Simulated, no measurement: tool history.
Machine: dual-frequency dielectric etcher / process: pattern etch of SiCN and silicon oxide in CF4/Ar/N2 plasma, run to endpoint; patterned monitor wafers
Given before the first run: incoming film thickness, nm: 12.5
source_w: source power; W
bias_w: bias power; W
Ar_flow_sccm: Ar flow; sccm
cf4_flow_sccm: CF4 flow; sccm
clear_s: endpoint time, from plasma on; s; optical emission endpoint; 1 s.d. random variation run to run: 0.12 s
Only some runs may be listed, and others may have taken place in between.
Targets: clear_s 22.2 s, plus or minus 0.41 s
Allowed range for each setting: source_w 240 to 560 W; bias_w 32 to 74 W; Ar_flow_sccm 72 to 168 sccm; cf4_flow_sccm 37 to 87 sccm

run 1 day=0 | source_w=400 bias_w=53 Ar_flow_sccm=120 cf4_flow_sccm=62 | clear_s=17.947
run 2 day=0.083 | source_w=390 bias_w=53 Ar_flow_sccm=120 cf4_flow_sccm=62 | clear_s=18.437
run 3 day=0.117 | source_w=380 bias_w=53 Ar_flow_sccm=120 cf4_flow_sccm=62 | clear_s=18.949
run 4 day=0.479 | source_w=380 bias_w=47 Ar_flow_sccm=120 cf4_flow_sccm=62 | clear_s=19.737
run 5 day=0.729 | source_w=370 bias_w=47 Ar_flow_sccm=120 cf4_flow_sccm=62 | clear_s=20.555
run 6 day=0.767 | source_w=370 bias_w=47 Ar_flow_sccm=120 cf4_flow_sccm=54 | clear_s=20.978
run 7 day=0.888 | source_w=370 bias_w=47 Ar_flow_sccm=120 cf4_flow_sccm=54 | clear_s=21.075
run 8 day=0.992 | source_w=360 bias_w=47 Ar_flow_sccm=120 cf4_flow_sccm=54 | clear_s=21.645
run 9 day=1.212 | source_w=360 bias_w=47 Ar_flow_sccm=120 cf4_flow_sccm=54 | clear_s=21.762

Next run, 5 choices. One meets every target within its allowed miss, the rest don't. Which?
run A day=1.433 | source_w=380 bias_w=44 Ar_flow_sccm=119 cf4_flow_sccm=52 | clear_s=?
run B day=1.433 | source_w=370 bias_w=44 Ar_flow_sccm=109 cf4_flow_sccm=55 | clear_s=?
run C day=1.433 | source_w=380 bias_w=39 Ar_flow_sccm=101 cf4_flow_sccm=60 | clear_s=?
run D day=1.433 | source_w=370 bias_w=45 Ar_flow_sccm=107 cf4_flow_sccm=54 | clear_s=?
run E day=1.433 | source_w=360 bias_w=44 Ar_flow_sccm=123 cf4_flow_sccm=57 | clear_s=?

move=A clear_s=20.953
move=B clear_s=21.169
move=C clear_s=21.212
move=D clear_s=20.942
move=E clear_s=22.142
A: lands further from the targets than the last run did
B: lands further from the targets than the last run did
C: lands further from the targets than the last run did
D: lands further from the targets than the last run did
E: hits every target within its allowed miss
Go with E: it meets all targets.
